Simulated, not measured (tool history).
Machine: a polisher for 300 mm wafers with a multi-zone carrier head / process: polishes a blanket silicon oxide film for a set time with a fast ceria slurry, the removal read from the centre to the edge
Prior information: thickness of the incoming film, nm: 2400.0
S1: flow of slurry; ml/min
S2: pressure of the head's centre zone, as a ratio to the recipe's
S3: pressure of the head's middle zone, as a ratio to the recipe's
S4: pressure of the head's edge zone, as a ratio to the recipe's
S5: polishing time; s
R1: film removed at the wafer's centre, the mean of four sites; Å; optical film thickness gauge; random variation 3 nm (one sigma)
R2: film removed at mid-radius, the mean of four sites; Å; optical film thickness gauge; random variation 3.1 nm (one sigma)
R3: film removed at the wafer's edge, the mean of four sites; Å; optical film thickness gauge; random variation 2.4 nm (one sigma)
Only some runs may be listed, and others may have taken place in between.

Run 1, day 0.000: S1 235 ml/min, S2 1.00, S3 1.00, S4 1.00, S5 37 s. Result: R1 4025.0 Å, R2 3998.9 Å, R3 3868.7 Å.
Run 2, day 0.362: S1 235 ml/min, S2 1.00, S3 0.99, S4 0.98, S5 35 s. Result: R1 3790.8 Å, R2 3587.9 Å, R3 3658.5 Å.
Run 3, day 0.708: S1 210 ml/min, S2 1.00, S3 0.99, S4 0.98, S5 35 s. Result: R1 3780.4 Å, R2 3633.5 Å, R3 3567.4 Å.
Run 4, day 1.004: S1 200 ml/min, S2 1.00, S3 0.99, S4 0.96, S5 34 s. Result: R1 3547.4 Å, R2 3520.7 Å, R3 3490.6 Å.
At day 1.242: worn pad replaced by a new one.
Run 5, day 1.242: S1 205 ml/min, S2 1.02, S3 1.00, S4 0.96, S5 32 s. Result: R1 3895.3 Å, R2 3734.9 Å, R3 3683.0 Å.
Run 6, day 1.433: S1 195 ml/min, S2 1.02, S3 0.99, S4 0.94, S5 30 s. Result: R1 3598.2 Å, R2 3438.4 Å, R3 3391.4 Å.
Run 7, day 1.488: S1 195 ml/min, S2 1.02, S3 0.99, S4 0.94, S5 30 s. Result: R1 3619.9 Å, R2 3417.0 Å, R3 3363.8 Å.

Forecast run 8:
Run 8, day 1.862: S1 200 ml/min, S2 1.02, S3 0.99, S4 0.92, S5 28 s. Result: R1 ?, R2 ?, R3 ?.

{"run 8": {"R1": 3388.8, "R2": 3237.8, "R3": 3140.7}}

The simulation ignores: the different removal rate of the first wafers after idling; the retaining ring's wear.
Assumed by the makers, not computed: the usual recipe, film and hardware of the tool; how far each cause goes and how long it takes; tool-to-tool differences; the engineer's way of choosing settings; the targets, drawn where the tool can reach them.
